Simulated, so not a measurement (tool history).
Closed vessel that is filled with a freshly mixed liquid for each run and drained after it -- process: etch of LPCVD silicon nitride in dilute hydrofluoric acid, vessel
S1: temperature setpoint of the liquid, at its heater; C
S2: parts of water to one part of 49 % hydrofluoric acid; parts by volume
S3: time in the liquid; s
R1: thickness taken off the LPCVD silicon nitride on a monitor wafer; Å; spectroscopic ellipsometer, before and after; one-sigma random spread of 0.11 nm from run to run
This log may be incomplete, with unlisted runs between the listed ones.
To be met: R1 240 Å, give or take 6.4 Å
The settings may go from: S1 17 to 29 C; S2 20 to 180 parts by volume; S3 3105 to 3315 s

{"run": 1, "hour": 0.0, "S1": 21, "S2": 100, "S3": 3105, "R1": 131.58}
{"run": 2, "hour": 1.8, "S1": 23, "S2": 100, "S3": 3105, "R1": 148.66}
{"run": 3, "hour": 7.5, "S1": 23, "S2": 100, "S3": 3315, "R1": 158.94}
{"run": 4, "hour": 16.8, "S1": 23, "S2": 100, "S3": 3105, "R1": 149.39}
{"run": 5, "hour": 23.9, "S1": 20.5, "S2": 100, "S3": 3105, "R1": 125.58}
{"run": 6, "hour": 31.3, "S1": 20.5, "S2": 100, "S3": 3315, "R1": 134.82}
{"run": 7, "hour": 41.2, "S1": 24.5, "S2": 100, "S3": 3315, "R1": 174.03}
{"run": 8, "hour": 49.4, "S1": 25.5, "S2": 100, "S3": 3315, "R1": 189.04}
{"run": 9, "hour": 55.1, "S1": 26.5, "S2": 100, "S3": 3315, "R1": 200.17}
{"run": 10, "hour": 57.7, "S1": 27, "S2": 100, "S3": 3315, "R1": 206.23}
{"run": 11, "hour": 60.3, "S1": 27.5, "S2": 100, "S3": 3315, "R1": 212.67}
{"run": 12, "hour": 64.5, "S1": 27.5, "S2": 100, "S3": 3315, "R1": 212.74}
{"run": 13, "hour": 68.9, "S1": 28, "S2": 100, "S3": 3315, "R1": 218.35}
{"run": 14, "hour": 74.5, "S1": 28.5, "S2": 100, "S3": 3315, "R1": 227.5}

5 next moves are on the table. One of them brings every result within its allowed miss. Which?
{"run": "A", "hour": 80.1, "S1": 25.5, "S2": 80, "S3": 3180, "R1": "?"}
{"run": "B", "hour": 80.1, "S1": 28.5, "S2": 105, "S3": 3180, "R1": "?"}
{"run": "C", "hour": 80.1, "S1": 29, "S2": 90, "S3": 3315, "R1": "?"}
{"run": "D", "hour": 80.1, "S1": 29, "S2": 90, "S3": 3240, "R1": "?"}
{"run": "E", "hour": 80.1, "S1": 28, "S2": 85, "S3": 3105, "R1": "?"}

move=A R1=222.56
move=B R1=206.08
move=C R1=258.77
move=D R1=252.91
move=E R1=240.72
A: its largest miss is bigger than the last run's
B: its largest miss is bigger than the last run's
C: carries the result that was furthest off beyond its target, to the other side
D: carries the result that was furthest off beyond its target, to the other side
E: hits every target within its allowed miss
Move E is the one to make.

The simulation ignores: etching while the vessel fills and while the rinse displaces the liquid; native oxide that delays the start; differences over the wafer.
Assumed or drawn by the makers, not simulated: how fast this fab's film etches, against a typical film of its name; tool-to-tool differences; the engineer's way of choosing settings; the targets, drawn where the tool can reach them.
